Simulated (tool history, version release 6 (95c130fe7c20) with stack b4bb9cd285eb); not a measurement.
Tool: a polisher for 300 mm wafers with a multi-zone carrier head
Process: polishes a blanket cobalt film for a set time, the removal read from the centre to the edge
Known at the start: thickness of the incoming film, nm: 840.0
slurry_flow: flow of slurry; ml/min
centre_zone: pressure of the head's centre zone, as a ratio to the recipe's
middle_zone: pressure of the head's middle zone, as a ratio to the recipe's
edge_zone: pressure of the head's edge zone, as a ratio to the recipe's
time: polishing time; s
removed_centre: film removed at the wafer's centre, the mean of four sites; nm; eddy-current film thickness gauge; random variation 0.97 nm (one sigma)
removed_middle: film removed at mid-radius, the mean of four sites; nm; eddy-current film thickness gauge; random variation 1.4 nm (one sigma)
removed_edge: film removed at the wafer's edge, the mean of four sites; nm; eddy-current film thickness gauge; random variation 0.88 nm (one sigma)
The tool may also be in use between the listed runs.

Run 1, day 0.000: slurry_flow 140 ml/min, centre_zone 1.00, middle_zone 1.00, edge_zone 1.00, time 59 s. Result: removed_centre 158.61 nm, removed_middle 154.00 nm, removed_edge 151.73 nm.
Run 2, day 0.038: slurry_flow 135 ml/min, centre_zone 1.00, middle_zone 0.98, edge_zone 1.00, time 59 s. Result: removed_centre 157.08 nm, removed_middle 152.06 nm, removed_edge 153.07 nm.
Run 3, day 0.242: slurry_flow 155 ml/min, centre_zone 1.00, middle_zone 0.98, edge_zone 1.00, time 59 s. Result: removed_centre 162.79 nm, removed_middle 156.25 nm, removed_edge 154.20 nm.
Run 4, day 0.479: slurry_flow 150 ml/min, centre_zone 1.00, middle_zone 0.96, edge_zone 1.00, time 59 s. Result: removed_centre 160.27 nm, removed_middle 150.75 nm, removed_edge 154.85 nm.
Run 5, day 0.588: slurry_flow 145 ml/min, centre_zone 1.00, middle_zone 0.95, edge_zone 0.99, time 59 s. Result: removed_centre 158.64 nm, removed_middle 148.81 nm, removed_edge 152.20 nm.
Run 6, day 0.950: slurry_flow 120 ml/min, centre_zone 1.00, middle_zone 0.95, edge_zone 0.99, time 59 s. Result: removed_centre 152.31 nm, removed_middle 142.29 nm, removed_edge 150.25 nm.

Run 7 comes next. What will it give?
Run 7, day 0.975: slurry_flow 115 ml/min, centre_zone 1.00, middle_zone 0.94, edge_zone 0.99, time 59 s. Result: removed_centre ?, removed_middle ?, removed_edge ?.

{"run 7": {"removed_centre": 151.37, "removed_middle": 138.81, "removed_edge": 149.11}}

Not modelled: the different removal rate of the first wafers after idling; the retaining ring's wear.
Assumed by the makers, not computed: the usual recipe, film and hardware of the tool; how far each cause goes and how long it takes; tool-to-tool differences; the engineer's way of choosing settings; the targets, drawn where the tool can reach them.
